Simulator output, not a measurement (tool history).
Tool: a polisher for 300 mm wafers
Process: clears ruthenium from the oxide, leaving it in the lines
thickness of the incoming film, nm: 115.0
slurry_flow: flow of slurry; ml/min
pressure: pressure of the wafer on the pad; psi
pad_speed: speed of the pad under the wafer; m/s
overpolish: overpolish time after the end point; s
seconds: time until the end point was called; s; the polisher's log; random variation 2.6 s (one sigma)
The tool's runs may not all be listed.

run,hour,slurry_flow,pressure,pad_speed,overpolish,seconds
1,0,235,1.3,1.02,22,152.17
2,3.2,205,1.3,1.02,22,156.2
3,6.1,200,1.1,1,22,186.55
4,10.1,200,1.1,1.2,22,157.64
5,16,200,1.1,0.98,22,190.97
6,21.6,150,1.1,0.98,22,199.76
7,26.7,150,1,0.98,22,215.91
8,34.4,150,0.9,0.98,22,240.8

Forecast run 9:
9,39.4,150,0.8,0.98,22,?

seconds: 270.72 s
